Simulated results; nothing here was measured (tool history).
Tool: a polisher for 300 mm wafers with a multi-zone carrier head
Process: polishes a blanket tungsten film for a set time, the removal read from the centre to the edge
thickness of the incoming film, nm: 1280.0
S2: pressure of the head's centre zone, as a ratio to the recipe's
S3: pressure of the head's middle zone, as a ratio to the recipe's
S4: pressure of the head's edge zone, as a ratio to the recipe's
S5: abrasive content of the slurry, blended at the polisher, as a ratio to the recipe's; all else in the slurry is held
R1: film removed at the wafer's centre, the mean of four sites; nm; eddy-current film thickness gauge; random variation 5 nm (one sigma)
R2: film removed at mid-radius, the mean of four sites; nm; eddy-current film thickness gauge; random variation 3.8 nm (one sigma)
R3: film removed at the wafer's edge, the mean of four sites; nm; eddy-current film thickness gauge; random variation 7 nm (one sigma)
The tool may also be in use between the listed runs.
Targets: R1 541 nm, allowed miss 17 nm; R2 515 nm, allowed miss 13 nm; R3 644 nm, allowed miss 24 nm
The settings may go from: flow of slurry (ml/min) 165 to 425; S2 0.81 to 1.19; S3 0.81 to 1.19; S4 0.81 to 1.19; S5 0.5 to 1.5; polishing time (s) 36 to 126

{"run": 1, "day": 0.0, "flow of slurry (ml/min)": 275, "S2": 1, "S3": 1, "S4": 1, "S5": 1, "polishing time (s)": 81, "R1": 519.98, "R2": 523.57, "R3": 530.69}
{"run": 2, "day": 0.167, "flow of slurry (ml/min)": 275, "S2": 1, "S3": 0.95, "S4": 1, "S5": 1, "polishing time (s)": 81, "R1": 521.49, "R2": 498.19, "R3": 526.4}
{"run": 3, "day": 0.379, "flow of slurry (ml/min)": 280, "S2": 0.98, "S3": 0.93, "S4": 1.05, "S5": 1.1, "polishing time (s)": 81, "R1": 518.51, "R2": 494.69, "R3": 562.17}
{"run": 4, "day": 0.617, "flow of slurry (ml/min)": 280, "S2": 0.9, "S3": 0.93, "S4": 1.05, "S5": 1.1, "polishing time (s)": 81, "R1": 480.36, "R2": 509.49, "R3": 563.35}
{"run": 5, "day": 0.696, "flow of slurry (ml/min)": 280, "S2": 0.9, "S3": 0.93, "S4": 1.05, "S5": 1.2, "polishing time (s)": 81, "R1": 482.54, "R2": 515.36, "R3": 562.08}
{"run": 6, "day": 0.958, "flow of slurry (ml/min)": 280, "S2": 0.9, "S3": 0.93, "S4": 1.05, "S5": 1.35, "polishing time (s)": 81, "R1": 495.97, "R2": 530.54, "R3": 582.36}
{"run": 7, "day": 1.175, "flow of slurry (ml/min)": 285, "S2": 0.91, "S3": 0.92, "S4": 1.08, "S5": 1.35, "polishing time (s)": 81, "R1": 505.76, "R2": 521.91, "R3": 589.92}
{"run": 8, "day": 1.462, "flow of slurry (ml/min)": 290, "S2": 0.91, "S3": 0.91, "S4": 1.11, "S5": 1.4, "polishing time (s)": 81, "R1": 515.29, "R2": 523.37, "R3": 603.92}
{"run": 9, "day": 1.804, "flow of slurry (ml/min)": 290, "S2": 0.91, "S3": 0.9, "S4": 1.13, "S5": 1.4, "polishing time (s)": 81, "R1": 518.09, "R2": 517.4, "R3": 604.7}
{"run": 10, "day": 2.054, "flow of slurry (ml/min)": 290, "S2": 0.91, "S3": 0.89, "S4": 1.14, "S5": 1.4, "polishing time (s)": 81, "R1": 508.12, "R2": 525.16, "R3": 617.82}
{"run": 11, "day": 2.212, "flow of slurry (ml/min)": 295, "S2": 0.92, "S3": 0.88, "S4": 1.15, "S5": 1.4, "polishing time (s)": 81, "R1": 519.42, "R2": 519.31, "R3": 619.83}

Which of these 4 next moves meets every target?
{"run": "A", "day": 2.371, "flow of slurry (ml/min)": 270, "S2": 1.04, "S3": 0.89, "S4": 1.13, "S5": 1.35, "polishing time (s)": 80, "R1": "?", "R2": "?", "R3": "?"}
{"run": "B", "day": 2.371, "flow of slurry (ml/min)": 265, "S2": 0.99, "S3": 0.95, "S4": 1.15, "S5": 1.15, "polishing time (s)": 81, "R1": "?", "R2": "?", "R3": "?"}
{"run": "C", "day": 2.371, "flow of slurry (ml/min)": 270, "S2": 0.95, "S3": 0.87, "S4": 1.19, "S5": 1.45, "polishing time (s)": 82, "R1": "?", "R2": "?", "R3": "?"}
{"run": "D", "day": 2.371, "flow of slurry (ml/min)": 305, "S2": 0.88, "S3": 0.97, "S4": 1.13, "S5": 1.25, "polishing time (s)": 79, "R1": "?", "R2": "?", "R3": "?"}

move=A R1=563.62 R2=495.11 R3=595.31
move=B R1=521.96 R2=508.79 R3=584.38
move=C R1=536.29 R2=506.75 R3=637.68
move=D R1=469.07 R2=523.34 R3=582.64
A: takes the result that was furthest off past its target
B: further off than the last run
C: meets every target
D: further off than the last run
Answer: C

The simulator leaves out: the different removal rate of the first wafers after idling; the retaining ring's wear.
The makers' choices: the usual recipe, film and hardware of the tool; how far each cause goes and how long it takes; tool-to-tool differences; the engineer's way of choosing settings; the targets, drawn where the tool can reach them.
